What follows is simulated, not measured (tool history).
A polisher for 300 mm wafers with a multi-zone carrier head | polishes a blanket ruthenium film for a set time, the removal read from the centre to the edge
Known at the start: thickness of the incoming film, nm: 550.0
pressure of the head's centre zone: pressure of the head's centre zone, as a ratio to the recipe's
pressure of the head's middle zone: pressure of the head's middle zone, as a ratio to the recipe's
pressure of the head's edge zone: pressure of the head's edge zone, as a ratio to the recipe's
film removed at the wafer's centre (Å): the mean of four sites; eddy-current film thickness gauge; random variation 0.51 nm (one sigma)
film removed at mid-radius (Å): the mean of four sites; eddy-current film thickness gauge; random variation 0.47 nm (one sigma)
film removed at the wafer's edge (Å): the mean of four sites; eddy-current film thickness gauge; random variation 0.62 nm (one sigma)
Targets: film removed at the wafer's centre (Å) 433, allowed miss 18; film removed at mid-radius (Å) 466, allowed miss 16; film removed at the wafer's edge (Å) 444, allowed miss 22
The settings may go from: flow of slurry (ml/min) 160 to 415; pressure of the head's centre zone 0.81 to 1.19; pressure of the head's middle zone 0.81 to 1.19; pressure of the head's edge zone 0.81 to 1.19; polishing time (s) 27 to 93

| run | day | flow of slurry (ml/min) | pressure of the head's centre zone | pressure of the head's middle zone | pressure of the head's edge zone | polishing time (s) | film removed at the wafer's centre (Å) | film removed at mid-radius (Å) | film removed at the wafer's edge (Å) |
|---|---|---|---|---|---|---|---|---|---|
| 1 | 0 | 265 | 1 | 1 | 1 | 59 | 795.07 | 709.4 | 716.09 |
| 2 | 0.121 | 260 | 0.96 | 1 | 0.98 | 53 | 659.12 | 624.46 | 636.11 |
| 3 | 0.204 | 225 | 0.96 | 1 | 0.98 | 53 | 651.8 | 622.1 | 627.36 |
| 4 | 0.471 | 225 | 0.96 | 1.05 | 0.98 | 53 | 659.75 | 638.12 | 622.08 |
| 5 | 0.792 | 225 | 0.96 | 1.08 | 0.98 | 53 | 666.93 | 653.78 | 623.27 |
| 6 | 1.033 | 225 | 0.93 | 1.08 | 0.98 | 53 | 626.3 | 645.08 | 619.3 |
| 7 | 1.171 | 220 | 0.92 | 1.07 | 0.96 | 49 | 577.74 | 584.98 | 577.6 |
| 8 | 1.317 | 215 | 0.91 | 1.09 | 0.94 | 46 | 538.92 | 559.69 | 526.71 |
| 9 | 1.658 | 215 | 0.89 | 1.08 | 0.92 | 45 | 523 | 539.76 | 520.44 |
| 10 | 1.858 | 205 | 0.85 | 1.1 | 0.89 | 34 | 374.61 | 409.85 | 388.95 |
| 11 | 2.192 | 215 | 0.87 | 1.11 | 0.92 | 34 | 382.38 | 424.07 | 382.54 |
| 12 | 2.408 | 210 | 0.87 | 1.1 | 0.92 | 35 | 396.76 | 428.39 | 402.46 |
|  | 2.75 | centre zone pressure recalibrated |
| 13 | 2.75 | 205 | 0.87 | 1.1 | 0.93 | 36 | 365.84 | 435.14 | 411.93 |

Which of these 5 next moves meets every target?
| A | 3.092 | 220 | 0.86 | 1.1 | 0.91 | 38 | ? | ? | ? |
| B | 3.092 | 240 | 1 | 1.1 | 0.95 | 40 | ? | ? | ? |
| C | 3.092 | 255 | 0.96 | 1.06 | 0.98 | 38 | ? | ? | ? |
| D | 3.092 | 175 | 0.81 | 1.02 | 0.96 | 38 | ? | ? | ? |
| E | 3.092 | 240 | 0.82 | 1.17 | 1.02 | 35 | ? | ? | ? |

| move | film removed at the wafer's centre (Å) | film removed at mid-radius (Å) | film removed at the wafer's edge (Å) |
|---|---|---|---|
| A | 377.91 | 468.77 | 440.8 |
| B | 468.07 | 497.77 | 475.44 |
| C | 429.66 | 466.39 | 459.76 |
| D | 344.61 | 437.62 | 441.39 |
| E | 335.38 | 451.21 | 428.17 |
A: nearer than the last run, and not there yet
B: takes the result that was furthest off past its target
C: meets every target
D: further off than the last run
E: further off than the last run
Answer: C
